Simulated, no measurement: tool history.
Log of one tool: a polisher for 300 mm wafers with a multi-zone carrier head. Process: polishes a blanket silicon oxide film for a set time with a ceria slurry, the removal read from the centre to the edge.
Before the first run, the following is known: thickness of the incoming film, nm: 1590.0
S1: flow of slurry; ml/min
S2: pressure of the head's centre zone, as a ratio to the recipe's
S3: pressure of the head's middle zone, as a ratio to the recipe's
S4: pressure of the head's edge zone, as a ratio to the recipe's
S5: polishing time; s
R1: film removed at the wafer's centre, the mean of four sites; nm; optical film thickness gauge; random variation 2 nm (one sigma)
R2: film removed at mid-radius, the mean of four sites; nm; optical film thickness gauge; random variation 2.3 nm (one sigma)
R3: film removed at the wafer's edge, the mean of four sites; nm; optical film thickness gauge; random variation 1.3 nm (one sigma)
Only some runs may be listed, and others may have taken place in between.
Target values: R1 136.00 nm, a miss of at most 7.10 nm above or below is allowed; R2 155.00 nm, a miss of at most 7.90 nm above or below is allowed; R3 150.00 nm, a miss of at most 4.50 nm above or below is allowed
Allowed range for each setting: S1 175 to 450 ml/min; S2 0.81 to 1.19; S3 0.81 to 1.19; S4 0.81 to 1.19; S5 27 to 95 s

| run | hour | S1 | S2 | S3 | S4 | S5 | R1 | R2 | R3 |
|---|---|---|---|---|---|---|---|---|---|
| 1 | 0.0 | 290 | 1.00 | 1.00 | 1.00 | 61 | 261.53 | 259.09 | 255.14 |
| 2 | 6.3 | 290 | 1.00 | 1.00 | 0.95 | 61 | 266.61 | 258.37 | 246.16 |
| 3 | 8.7 | 290 | 1.00 | 1.00 | 0.95 | 66 | 286.35 | 284.96 | 269.33 |
| 4 | 16.7 | 290 | 1.00 | 1.00 | 0.95 | 81 | 351.65 | 335.99 | 329.41 |
| 5 | 17.7 | 285 | 0.98 | 0.99 | 0.95 | 74 | 320.41 | 307.59 | 303.28 |
| 6 | 25.0 | 285 | 0.98 | 0.96 | 0.95 | 74 | 312.27 | 308.31 | 300.32 |
| 7 | 28.7 | 270 | 0.97 | 0.94 | 0.95 | 68 | 284.44 | 277.20 | 272.02 |
| 8 | 29.8 | 265 | 0.95 | 0.93 | 0.96 | 63 | 255.95 | 255.85 | 256.10 |
| 9 | 38.7 | 260 | 0.94 | 0.93 | 0.95 | 59 | 234.98 | 241.36 | 240.16 |
| 10 | 47.4 | 260 | 0.93 | 0.92 | 0.94 | 55 | 220.50 | 222.05 | 223.00 |
| 11 | 54.3 | 255 | 0.92 | 0.92 | 0.93 | 52 | 207.99 | 208.84 | 208.03 |
| 12 | 59.0 | 250 | 0.91 | 0.93 | 0.93 | 50 | 200.78 | 199.98 | 196.08 |

Consider the 4 candidate settings below. Which is the only one whose results all fall within their allowed miss of target?
| A | 63.7 | 275 | 0.87 | 1.00 | 0.93 | 41 | ? | ? | ? |
| B | 63.7 | 290 | 0.82 | 1.11 | 1.00 | 33 | ? | ? | ? |
| C | 63.7 | 225 | 0.86 | 1.13 | 0.97 | 37 | ? | ? | ? |
| D | 63.7 | 260 | 0.84 | 0.98 | 0.95 | 37 | ? | ? | ? |

| move | R1 | R2 | R3 |
|---|---|---|---|
| A | 153.53 | 173.86 | 165.32 |
| B | 117.09 | 151.79 | 138.05 |
| C | 134.15 | 168.36 | 149.77 |
| D | 132.96 | 153.86 | 150.14 |
A: closes in on the targets versus the last run, not all within tolerance yet
B: takes the result that was furthest off past its target
C: corrects the largest miss of the last run, while another result sits out of spec
D: meets every target
Go with D: it meets all targets.
